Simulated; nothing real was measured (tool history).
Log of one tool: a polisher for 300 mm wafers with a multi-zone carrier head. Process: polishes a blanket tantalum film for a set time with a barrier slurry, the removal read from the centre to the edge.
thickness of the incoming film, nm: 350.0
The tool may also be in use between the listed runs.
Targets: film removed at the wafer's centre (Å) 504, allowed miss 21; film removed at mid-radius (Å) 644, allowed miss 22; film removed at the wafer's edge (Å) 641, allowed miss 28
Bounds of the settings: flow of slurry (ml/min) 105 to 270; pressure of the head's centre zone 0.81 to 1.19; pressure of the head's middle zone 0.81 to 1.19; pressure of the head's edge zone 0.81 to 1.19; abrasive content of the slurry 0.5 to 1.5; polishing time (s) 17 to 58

| run | hour | flow of slurry (ml/min) | pressure of the head's centre zone | pressure of the head's middle zone | pressure of the head's edge zone | abrasive content of the slurry | polishing time (s) | film removed at the wafer's centre (Å) | film removed at mid-radius (Å) | film removed at the wafer's edge (Å) |
|---|---|---|---|---|---|---|---|---|---|---|
| 1 | 0 | 175 | 1 | 1 | 1 | 1 | 37 | 551.98 | 545.08 | 550.09 |
| 2 | 1.9 | 175 | 1 | 1 | 1 | 1.1 | 37 | 538.33 | 553.8 | 553.47 |
| 3 | 4.6 | 185 | 0.97 | 1.02 | 1.04 | 1.2 | 37 | 569.11 | 573.96 | 575.08 |
| 4 | 10.2 | 185 | 0.93 | 1.02 | 1.04 | 1.2 | 37 | 527.12 | 577.68 | 582.57 |
| 5 | 16.6 | 185 | 0.9 | 1.04 | 1.06 | 1.25 | 37 | 521.61 | 595.72 | 603.7 |
| 6 | 17.5 | 185 | 0.88 | 1.06 | 1.07 | 1.25 | 37 | 498.93 | 605.41 | 594.34 |
| 7 | 24.2 | 190 | 0.87 | 1.07 | 1.09 | 1.3 | 37 | 517.82 | 618.97 | 612.74 |
| 8 | 31.9 | 190 | 0.85 | 1.08 | 1.1 | 1.35 | 37 | 502.84 | 617.22 | 615.39 |

Which of these 4 next moves meets every target?
| A | 39.6 | 165 | 0.85 | 1.09 | 1.15 | 1.35 | 38 | ? | ? | ? |
| B | 39.6 | 175 | 0.85 | 0.97 | 1.16 | 1.35 | 38 | ? | ? | ? |
| C | 39.6 | 185 | 0.86 | 1.02 | 1.09 | 1.3 | 37 | ? | ? | ? |
| D | 39.6 | 205 | 0.87 | 1.12 | 1.03 | 1.1 | 38 | ? | ? | ? |

| move | film removed at the wafer's centre (Å) | film removed at mid-radius (Å) | film removed at the wafer's edge (Å) |
|---|---|---|---|
| A | 512 | 645.77 | 633.36 |
| B | 516.13 | 589.59 | 640.9 |
| C | 508.94 | 598.72 | 602.67 |
| D | 518.16 | 651.07 | 585.58 |
A: meets every target
B: further off than the last run
C: further off than the last run
D: brings the result that was furthest off to its target, and leaves another outside
The right move is A.

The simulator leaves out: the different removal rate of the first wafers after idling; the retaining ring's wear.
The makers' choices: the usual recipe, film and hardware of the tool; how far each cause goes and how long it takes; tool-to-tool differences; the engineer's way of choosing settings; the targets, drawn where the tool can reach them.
